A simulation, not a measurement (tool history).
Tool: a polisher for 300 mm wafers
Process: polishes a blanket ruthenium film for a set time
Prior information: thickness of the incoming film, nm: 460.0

run  hour  flow of slurry (ml/min)  pressure of the wafer on the pad (kPa)  speed of the pad under the wafer (m/s)  polishing time (s)  film removed (nm)
  1     0                      135                                    12.4                                    0.92                  44             46.212
  2   5.6                      130                                      11                                    0.92                  44             40.689
  3  10.4                      130                                     9.7                                    0.92                  44             35.876
  4  18.2                      125                                       9                                    0.92                  44             33.677
  5    27                      120                                     8.3                                    0.92                  44             31.314
  6  28.5                      120                                     8.3                                    0.74                  44             25.349
  7  34.8                      130                                     8.3                                    0.74                  44             25.694
  8  43.5                      140                                     8.3                                    0.74                  44             25.918
  9  50.8                      160                                     9.7                                    0.74                  44             30.269
 10  53.9                      155                                     9.7                                    0.74                  44             30.133

What does the tool deliver on the next run?
 11  59.8                      150                                     9.7                                    0.74                  44                  ?

Run 11 measured film removed (nm) 29.73.
